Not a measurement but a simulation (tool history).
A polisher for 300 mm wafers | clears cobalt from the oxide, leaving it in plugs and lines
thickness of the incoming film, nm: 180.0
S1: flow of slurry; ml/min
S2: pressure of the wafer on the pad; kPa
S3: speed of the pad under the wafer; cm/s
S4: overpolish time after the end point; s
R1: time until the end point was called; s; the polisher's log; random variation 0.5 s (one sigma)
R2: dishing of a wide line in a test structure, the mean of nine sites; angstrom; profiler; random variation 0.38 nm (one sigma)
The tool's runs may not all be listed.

run    day   S1    S2   S3  S4      R1      R2
  1  0.000  135  13.1  106  14  28.063  474.82
  2  0.108  135  12.4  106  12  28.326  436.62
  3  0.358  135  10.3  106  12  34.090  390.17
  4  0.679  135  10.3  106  17  35.068  476.17
  5  0.804  135  10.3  106  23  34.999  543.43
  6  0.954  135  10.3  106  27  34.825  570.37
  7  1.304  125  11.7   94  22  34.238  534.74
  8  1.388  140  10.3  106  18  34.209  487.68
  9  1.683  130  10.3  108  15  34.200  451.05
 10  1.717  145  11.0  104  13  32.634  422.95

Forecast run 11:
 11  1.971  155  11.7  98  11   ?   ?

{"run 11": {"R1": 32.11, "R2": 389.88}}
